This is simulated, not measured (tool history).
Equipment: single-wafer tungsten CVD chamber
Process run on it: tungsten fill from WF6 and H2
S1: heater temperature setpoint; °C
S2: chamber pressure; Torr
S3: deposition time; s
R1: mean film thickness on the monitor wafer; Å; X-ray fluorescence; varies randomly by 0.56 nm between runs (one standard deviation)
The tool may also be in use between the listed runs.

run,day,S1,S2,S3,R1
1,0,375,37.1,37,758.21
2,0.196,369,37.1,37,679.64
3,0.375,375,37.3,37,762.29
4,0.4,375,30.8,37,715.79
5,0.725,380,31,37,780.96
6,0.9,384,31.2,37,848.04

Run 7 is up next; what results do you expect?
7,1.146,387,31.3,37,?

R1: 884.45 Å
